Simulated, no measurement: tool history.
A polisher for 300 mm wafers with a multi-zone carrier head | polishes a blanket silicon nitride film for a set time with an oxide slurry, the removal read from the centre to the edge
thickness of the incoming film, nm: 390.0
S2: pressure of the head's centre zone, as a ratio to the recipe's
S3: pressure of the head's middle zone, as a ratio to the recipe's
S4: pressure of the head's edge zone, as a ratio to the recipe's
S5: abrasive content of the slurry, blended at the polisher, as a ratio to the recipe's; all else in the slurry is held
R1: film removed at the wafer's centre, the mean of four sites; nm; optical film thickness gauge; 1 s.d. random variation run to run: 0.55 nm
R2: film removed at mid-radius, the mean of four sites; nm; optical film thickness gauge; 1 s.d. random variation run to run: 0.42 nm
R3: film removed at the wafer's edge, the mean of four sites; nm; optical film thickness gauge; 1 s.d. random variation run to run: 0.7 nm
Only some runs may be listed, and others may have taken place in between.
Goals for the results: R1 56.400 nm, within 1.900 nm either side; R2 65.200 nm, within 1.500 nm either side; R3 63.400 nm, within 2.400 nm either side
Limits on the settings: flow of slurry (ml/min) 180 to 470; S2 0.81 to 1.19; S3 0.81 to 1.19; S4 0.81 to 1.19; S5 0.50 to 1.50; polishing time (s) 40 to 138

Run 1, hour 0.0: flow of slurry (ml/min) 300, S2 1.00, S3 1.00, S4 1.00, S5 1.00, polishing time (s) 88. Result: R1 53.615 nm, R2 54.849 nm, R3 54.648 nm.
Run 2, hour 5.4: flow of slurry (ml/min) 315, S2 1.00, S3 1.04, S4 1.05, S5 1.05, polishing time (s) 88. Result: R1 55.621 nm, R2 59.917 nm, R3 57.686 nm.
Run 3, hour 8.9: flow of slurry (ml/min) 315, S2 1.00, S3 1.04, S4 0.97, S5 1.05, polishing time (s) 88. Result: R1 57.178 nm, R2 58.928 nm, R3 55.766 nm.
Run 4, hour 12.7: flow of slurry (ml/min) 270, S2 1.00, S3 1.04, S4 0.97, S5 1.05, polishing time (s) 88. Result: R1 55.318 nm, R2 58.430 nm, R3 56.563 nm.
Run 5, hour 15.8: flow of slurry (ml/min) 270, S2 1.05, S3 1.04, S4 0.97, S5 1.05, polishing time (s) 88. Result: R1 57.111 nm, R2 58.094 nm, R3 55.757 nm.
Run 6, hour 23.3: flow of slurry (ml/min) 270, S2 1.05, S3 1.04, S4 0.97, S5 0.90, polishing time (s) 88. Result: R1 53.667 nm, R2 51.942 nm, R3 49.401 nm.
Run 7, hour 27.9: flow of slurry (ml/min) 270, S2 1.05, S3 1.04, S4 0.97, S5 0.90, polishing time (s) 88. Result: R1 53.327 nm, R2 52.491 nm, R3 49.872 nm.
Run 8, hour 35.6: flow of slurry (ml/min) 265, S2 1.04, S3 1.05, S4 1.01, S5 0.95, polishing time (s) 88. Result: R1 53.470 nm, R2 55.477 nm, R3 52.162 nm.
Run 9, hour 39.0: flow of slurry (ml/min) 280, S2 1.03, S3 1.05, S4 1.05, S5 1.00, polishing time (s) 88. Result: R1 55.212 nm, R2 57.084 nm, R3 56.022 nm.

Of the 4 settings listed for the next run, only one would bring every result within its allowed miss of target. Which one?
Run A, hour 42.4: flow of slurry (ml/min) 270, S2 0.92, S3 1.05, S4 1.03, S5 1.10, polishing time (s) 94. Result: R1 ?, R2 ?, R3 ?.
Run B, hour 42.4: flow of slurry (ml/min) 250, S2 0.84, S3 1.04, S4 1.03, S5 1.35, polishing time (s) 93. Result: R1 ?, R2 ?, R3 ?.
Run C, hour 42.4: flow of slurry (ml/min) 245, S2 0.97, S3 0.99, S4 1.17, S5 1.15, polishing time (s) 90. Result: R1 ?, R2 ?, R3 ?.
Run D, hour 42.4: flow of slurry (ml/min) 260, S2 0.92, S3 1.11, S4 1.04, S5 1.15, polishing time (s) 97. Result: R1 ?, R2 ?, R3 ?.

move      R1      R2      R3
   A  55.155  65.058  61.935
   B  54.745  70.307  67.596
   C  56.402  60.075  64.361
   D  58.103  71.867  65.569
A: each result inside its tolerance
B: moves the result that the last run missed by most past its target, out the other side
C: nearer than the last run, and not there yet
D: moves the result that the last run missed by most past its target, out the other side
Correct choice: A, which meets every target
